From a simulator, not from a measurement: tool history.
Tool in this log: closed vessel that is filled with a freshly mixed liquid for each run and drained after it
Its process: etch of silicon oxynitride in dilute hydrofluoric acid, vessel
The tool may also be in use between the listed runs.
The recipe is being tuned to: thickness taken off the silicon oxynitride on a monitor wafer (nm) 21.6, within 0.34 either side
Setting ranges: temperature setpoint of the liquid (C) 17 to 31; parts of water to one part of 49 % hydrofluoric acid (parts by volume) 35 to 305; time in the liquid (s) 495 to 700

run	hour	temperature setpoint of the liquid (C)	parts of water to one part of 49 % hydrofluoric acid (parts by volume)	time in the liquid (s)	thickness taken off the silicon oxynitride on a monitor wafer (nm)
1	0	23	170	700	14.034
2	1.8	23	170	700	14.176
3	7	21.5	170	700	13.219
4	13.7	21.5	170	700	13.1
5	21.5	18	170	700	11.131
6	24.6	19.5	170	700	12.007
# hour 25.6: thermometer replaced
7	25.6	21	170	700	11.894
8	28.5	25	100	700	25.97
9	33.9	24.5	100	700	25.266
10	38.8	24	100	700	24.68

5 next moves are on the table. One of them brings every result within its allowed miss. Which?
A	43.7	25	85	700	?
B	43.7	23.5	110	700	?
C	43.7	22	80	685	?
D	43.7	26.5	105	695	?
E	43.7	26	100	685	?

move	thickness taken off the silicon oxynitride on a monitor wafer (nm)
A	30.752
B	21.676
C	27.804
D	26.042
E	26.453
A: misses by more than the last run did
B: all results in spec
C: misses by more than the last run did
D: misses by more than the last run did
E: misses by more than the last run did
Answer: B
